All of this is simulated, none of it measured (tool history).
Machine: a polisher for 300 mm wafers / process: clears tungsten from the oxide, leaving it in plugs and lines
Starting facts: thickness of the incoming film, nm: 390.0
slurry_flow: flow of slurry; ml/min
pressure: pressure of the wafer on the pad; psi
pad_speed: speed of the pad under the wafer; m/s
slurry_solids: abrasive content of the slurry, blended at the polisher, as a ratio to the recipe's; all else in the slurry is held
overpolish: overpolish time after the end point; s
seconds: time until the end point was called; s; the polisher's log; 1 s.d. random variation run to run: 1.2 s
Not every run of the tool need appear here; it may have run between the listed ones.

{"run": 1, "hour": 0.0, "slurry_flow": 225, "pressure": 4.7, "pad_speed": 1.06, "slurry_solids": 1.0, "overpolish": 9, "seconds": 56.355}
{"run": 2, "hour": 3.2, "slurry_flow": 225, "pressure": 4.7, "pad_speed": 1.06, "slurry_solids": 1.0, "overpolish": 6, "seconds": 56.669}
{"run": 3, "hour": 9.1, "slurry_flow": 225, "pressure": 4.5, "pad_speed": 1.06, "slurry_solids": 1.0, "overpolish": 6, "seconds": 60.164}
{"run": 4, "hour": 17.9, "slurry_flow": 225, "pressure": 4.5, "pad_speed": 1.06, "slurry_solids": 0.9, "overpolish": 6, "seconds": 61.399}
{"run": 5, "hour": 23.5, "slurry_flow": 225, "pressure": 4.4, "pad_speed": 1.06, "slurry_solids": 0.9, "overpolish": 6, "seconds": 61.318}
{"run": 6, "hour": 27.8, "slurry_flow": 225, "pressure": 4.4, "pad_speed": 1.06, "slurry_solids": 0.7, "overpolish": 6, "seconds": 65.948}
{"run": 7, "hour": 28.8, "slurry_flow": 225, "pressure": 4.3, "pad_speed": 1.06, "slurry_solids": 0.7, "overpolish": 6, "seconds": 68.292}
{"run": 8, "hour": 34.9, "slurry_flow": 225, "pressure": 4.2, "pad_speed": 1.06, "slurry_solids": 0.7, "overpolish": 6, "seconds": 68.37}

What does the tool deliver on the next run?
{"run": 9, "hour": 36.7, "slurry_flow": 225, "pressure": 4.1, "pad_speed": 1.06, "slurry_solids": 0.7, "overpolish": 6, "seconds": "?"}

seconds: 70.067 s
